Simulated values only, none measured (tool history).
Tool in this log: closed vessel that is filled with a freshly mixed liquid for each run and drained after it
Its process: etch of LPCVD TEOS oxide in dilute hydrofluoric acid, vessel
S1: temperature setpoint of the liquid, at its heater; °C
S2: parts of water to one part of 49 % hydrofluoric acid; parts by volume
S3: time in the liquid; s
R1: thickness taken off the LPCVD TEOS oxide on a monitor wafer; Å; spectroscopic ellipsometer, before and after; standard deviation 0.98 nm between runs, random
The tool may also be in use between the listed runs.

run 1 hour=0 | S1=24 S2=85 S3=95 | R1=641.01
run 2 hour=0.8 | S1=21.5 S2=85 S3=95 | R1=579.47
run 3 hour=3.4 | S1=25 S2=75 S3=95 | R1=769
run 4 hour=10.6 | S1=25 S2=55 S3=95 | R1=1074
run 5 hour=13.2 | S1=27 S2=55 S3=95 | R1=1167.8
run 6 hour=19.9 | S1=27 S2=30 S3=95 | R1=2191.5

For run 7, what comes out?
run 7 hour=21.3 | S1=24 S2=35 S3=95 | R1=?

Run 7 came out at R1 1684 Å.
